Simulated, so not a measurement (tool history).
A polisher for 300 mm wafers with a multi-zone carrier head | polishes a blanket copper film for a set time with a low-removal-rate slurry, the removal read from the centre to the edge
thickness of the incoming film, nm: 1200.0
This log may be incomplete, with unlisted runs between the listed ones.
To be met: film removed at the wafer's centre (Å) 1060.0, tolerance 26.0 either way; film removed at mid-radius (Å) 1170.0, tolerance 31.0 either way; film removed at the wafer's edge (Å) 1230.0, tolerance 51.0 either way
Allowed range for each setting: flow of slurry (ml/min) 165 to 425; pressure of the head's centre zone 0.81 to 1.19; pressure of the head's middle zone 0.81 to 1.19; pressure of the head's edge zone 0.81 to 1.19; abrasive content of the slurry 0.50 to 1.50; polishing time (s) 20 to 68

| run | hour | flow of slurry (ml/min) | pressure of the head's centre zone | pressure of the head's middle zone | pressure of the head's edge zone | abrasive content of the slurry | polishing time (s) | film removed at the wafer's centre (Å) | film removed at mid-radius (Å) | film removed at the wafer's edge (Å) |
|---|---|---|---|---|---|---|---|---|---|---|
| 1 | 0.0 | 275 | 1.00 | 1.00 | 1.00 | 1.00 | 44 | 1094.6 | 1112.6 | 1082.0 |
| 2 | 5.2 | 275 | 1.00 | 0.92 | 1.00 | 1.00 | 44 | 1079.3 | 1055.4 | 1077.5 |
| 3 | 12.0 | 280 | 0.99 | 0.93 | 1.03 | 1.00 | 44 | 1095.8 | 1053.9 | 1089.4 |
| 4 | 17.8 | 275 | 0.97 | 0.94 | 1.05 | 1.05 | 44 | 1066.5 | 1082.8 | 1142.1 |
|  | 23.5 | worn pad replaced by a new one |
| 5 | 23.5 | 275 | 0.97 | 0.99 | 1.05 | 1.05 | 44 | 1180.7 | 1237.3 | 1241.1 |
| 6 | 28.7 | 265 | 0.96 | 0.98 | 1.05 | 1.05 | 44 | 1160.2 | 1192.1 | 1215.4 |
| 7 | 35.8 | 275 | 0.95 | 0.97 | 1.05 | 1.05 | 44 | 1160.4 | 1197.6 | 1241.3 |
| 8 | 41.2 | 265 | 0.93 | 0.96 | 1.03 | 1.05 | 44 | 1123.0 | 1176.2 | 1204.8 |
| 9 | 49.4 | 265 | 0.91 | 0.95 | 1.03 | 1.05 | 44 | 1103.3 | 1156.2 | 1218.9 |

Exactly one of the 4 candidate moves below puts every result within its allowed miss. Which one?
| A | 57.6 | 235 | 0.90 | 0.96 | 1.10 | 1.15 | 43 | ? | ? | ? |
| B | 57.6 | 235 | 0.93 | 0.90 | 1.02 | 1.20 | 44 | ? | ? | ? |
| C | 57.6 | 230 | 0.95 | 0.91 | 1.00 | 1.05 | 44 | ? | ? | ? |
| D | 57.6 | 280 | 0.92 | 0.94 | 1.00 | 1.00 | 45 | ? | ? | ? |

| move | film removed at the wafer's centre (Å) | film removed at mid-radius (Å) | film removed at the wafer's edge (Å) |
|---|---|---|---|
| A | 1065.6 | 1168.3 | 1228.6 |
| B | 1137.8 | 1144.1 | 1224.0 |
| C | 1123.1 | 1115.7 | 1172.2 |
| D | 1131.2 | 1189.2 | 1208.0 |
A: all results in spec
B: further off than the last run
C: further off than the last run
D: further off than the last run
Answer: A

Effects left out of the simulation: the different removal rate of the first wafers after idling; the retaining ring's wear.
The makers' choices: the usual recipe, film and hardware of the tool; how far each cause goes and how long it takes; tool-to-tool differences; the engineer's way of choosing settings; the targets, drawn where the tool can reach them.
